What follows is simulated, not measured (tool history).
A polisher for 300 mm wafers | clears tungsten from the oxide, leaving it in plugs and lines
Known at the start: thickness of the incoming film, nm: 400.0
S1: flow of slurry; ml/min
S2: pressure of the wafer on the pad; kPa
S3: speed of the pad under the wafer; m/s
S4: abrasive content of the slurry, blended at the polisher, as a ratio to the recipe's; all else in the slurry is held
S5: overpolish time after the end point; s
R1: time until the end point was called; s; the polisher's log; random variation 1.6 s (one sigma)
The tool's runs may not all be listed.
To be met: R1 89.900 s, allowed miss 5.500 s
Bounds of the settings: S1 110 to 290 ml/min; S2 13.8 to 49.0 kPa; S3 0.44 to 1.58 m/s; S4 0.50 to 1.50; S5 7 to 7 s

| run | hour | S1 | S2 | S3 | S4 | S5 | R1 |
|---|---|---|---|---|---|---|---|
| 1 | 0.0 | 185 | 31.0 | 1.00 | 1.00 | 7 | 58.034 |
| 2 | 7.6 | 185 | 26.9 | 0.98 | 1.00 | 7 | 67.248 |
| 3 | 11.6 | 185 | 33.1 | 0.98 | 1.00 | 7 | 55.139 |
| 4 | 14.0 | 185 | 33.1 | 1.20 | 1.00 | 7 | 46.293 |
| 5 | 14.6 | 185 | 26.9 | 1.16 | 1.00 | 7 | 56.862 |
| 6 | 20.6 | 185 | 26.9 | 1.16 | 1.00 | 7 | 56.044 |
| 7 | 21.6 | 185 | 22.8 | 1.12 | 1.00 | 7 | 67.934 |
| 8 | 24.1 | 185 | 20.0 | 1.10 | 1.00 | 7 | 74.454 |
| 9 | 26.8 | 185 | 17.9 | 1.10 | 1.00 | 7 | 81.029 |
| 10 | 33.4 | 185 | 17.9 | 1.10 | 1.00 | 7 | 81.497 |
| 11 | 38.6 | 185 | 17.2 | 1.10 | 1.00 | 7 | 81.320 |

Which of these 5 next moves meets every target?
| A | 43.8 | 220 | 17.9 | 0.98 | 0.90 | 7 | ? |
| B | 43.8 | 205 | 21.4 | 1.16 | 1.00 | 7 | ? |
| C | 43.8 | 210 | 15.2 | 0.88 | 1.40 | 7 | ? |
| D | 43.8 | 170 | 27.6 | 0.94 | 0.85 | 7 | ? |
| E | 43.8 | 175 | 18.6 | 1.12 | 1.00 | 7 | ? |

| move | R1 |
|---|---|
| A | 92.440 |
| B | 68.218 |
| C | 102.330 |
| D | 72.209 |
| E | 80.171 |
A: meets every target
B: further off than the last run
C: takes the result that was furthest off past its target
D: further off than the last run
E: further off than the last run
Answer: A
